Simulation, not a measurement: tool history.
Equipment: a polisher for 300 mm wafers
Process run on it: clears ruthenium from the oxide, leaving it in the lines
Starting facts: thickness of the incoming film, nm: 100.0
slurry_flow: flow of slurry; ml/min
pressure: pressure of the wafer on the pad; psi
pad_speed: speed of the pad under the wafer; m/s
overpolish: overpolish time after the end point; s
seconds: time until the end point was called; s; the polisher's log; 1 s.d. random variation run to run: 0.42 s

Run 1, hour 0.0: slurry_flow 125 ml/min, pressure 2.8 psi, pad_speed 1.28 m/s, overpolish 3 s. Result: seconds 50.671 s.
Run 2, hour 6.5: slurry_flow 130 ml/min, pressure 2.9 psi, pad_speed 1.28 m/s, overpolish 3 s. Result: seconds 49.232 s.
Run 3, hour 12.3: slurry_flow 145 ml/min, pressure 2.9 psi, pad_speed 1.28 m/s, overpolish 3 s. Result: seconds 48.503 s.
Run 4, hour 18.9: slurry_flow 145 ml/min, pressure 2.9 psi, pad_speed 1.28 m/s, overpolish 3 s. Result: seconds 47.921 s.
Run 5, hour 25.9: slurry_flow 150 ml/min, pressure 3.0 psi, pad_speed 1.28 m/s, overpolish 3 s. Result: seconds 45.370 s.
Run 6, hour 26.9: slurry_flow 155 ml/min, pressure 3.0 psi, pad_speed 1.28 m/s, overpolish 3 s. Result: seconds 47.448 s.
Run 7, hour 33.4: slurry_flow 155 ml/min, pressure 3.1 psi, pad_speed 1.28 m/s, overpolish 3 s. Result: seconds 45.181 s.

Expected results for the next run?
Run 8, hour 40.3: slurry_flow 155 ml/min, pressure 3.2 psi, pad_speed 1.28 m/s, overpolish 3 s. Result: seconds ?.

seconds: 43.660 s

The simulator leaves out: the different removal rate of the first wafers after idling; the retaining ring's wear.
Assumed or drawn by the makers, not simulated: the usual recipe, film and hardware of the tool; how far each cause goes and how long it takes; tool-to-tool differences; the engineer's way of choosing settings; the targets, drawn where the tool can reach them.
